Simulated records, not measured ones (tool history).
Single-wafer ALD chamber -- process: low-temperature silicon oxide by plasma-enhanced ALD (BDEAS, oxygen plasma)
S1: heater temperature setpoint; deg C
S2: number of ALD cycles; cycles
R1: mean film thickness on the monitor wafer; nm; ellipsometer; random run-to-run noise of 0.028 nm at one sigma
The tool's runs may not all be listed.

Run 1, hour 0: S1 115 deg C, S2 56 cycles. Result: R1 8.4772 nm.
Run 2, hour 3.8: S1 115 deg C, S2 62 cycles. Result: R1 9.4353 nm.
Run 3, hour 6.7: S1 115 deg C, S2 64 cycles. Result: R1 9.709 nm.
Run 4, hour 13.5: S1 115 deg C, S2 65 cycles. Result: R1 9.8144 nm.
Run 5, hour 18.3: S1 115 deg C, S2 66 cycles. Result: R1 10.006 nm.
Run 6, hour 20.1: S1 115 deg C, S2 72 cycles. Result: R1 10.991 nm.
Run 7, hour 23: S1 115 deg C, S2 72 cycles. Result: R1 10.923 nm.

Estimate the outcome of run 8 from the log above:
Run 8, hour 29.5: S1 115 deg C, S2 71 cycles. Result: R1 ?.

Logged for run 8: R1 10.829 nm.

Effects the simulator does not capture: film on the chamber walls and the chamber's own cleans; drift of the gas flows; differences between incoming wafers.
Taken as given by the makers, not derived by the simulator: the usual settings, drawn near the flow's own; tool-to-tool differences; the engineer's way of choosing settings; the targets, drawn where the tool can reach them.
